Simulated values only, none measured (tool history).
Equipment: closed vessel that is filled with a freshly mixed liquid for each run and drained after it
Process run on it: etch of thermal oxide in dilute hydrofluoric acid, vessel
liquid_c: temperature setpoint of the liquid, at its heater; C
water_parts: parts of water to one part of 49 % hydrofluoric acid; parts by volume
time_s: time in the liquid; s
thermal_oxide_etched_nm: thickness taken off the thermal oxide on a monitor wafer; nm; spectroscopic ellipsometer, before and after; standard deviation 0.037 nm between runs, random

{"run": 1, "hour": 0.0, "liquid_c": 21, "water_parts": 220, "time_s": 195, "thermal_oxide_etched_nm": 2.7357}
{"run": 2, "hour": 8.7, "liquid_c": 22, "water_parts": 210, "time_s": 195, "thermal_oxide_etched_nm": 3.0355}
{"run": 3, "hour": 9.9, "liquid_c": 22, "water_parts": 175, "time_s": 195, "thermal_oxide_etched_nm": 3.7572}
{"run": 4, "hour": 15.8, "liquid_c": 23, "water_parts": 175, "time_s": 195, "thermal_oxide_etched_nm": 3.9162}
{"run": 5, "hour": 20.4, "liquid_c": 21, "water_parts": 175, "time_s": 195, "thermal_oxide_etched_nm": 3.6875}
{"run": 6, "hour": 25.5, "liquid_c": 22, "water_parts": 175, "time_s": 195, "thermal_oxide_etched_nm": 3.7226}

Estimate the outcome of run 7 from the log above:
{"run": 7, "hour": 26.3, "liquid_c": 23, "water_parts": 175, "time_s": 195, "thermal_oxide_etched_nm": "?"}

For run 7 the tool returned thermal_oxide_etched_nm 3.9029 nm.

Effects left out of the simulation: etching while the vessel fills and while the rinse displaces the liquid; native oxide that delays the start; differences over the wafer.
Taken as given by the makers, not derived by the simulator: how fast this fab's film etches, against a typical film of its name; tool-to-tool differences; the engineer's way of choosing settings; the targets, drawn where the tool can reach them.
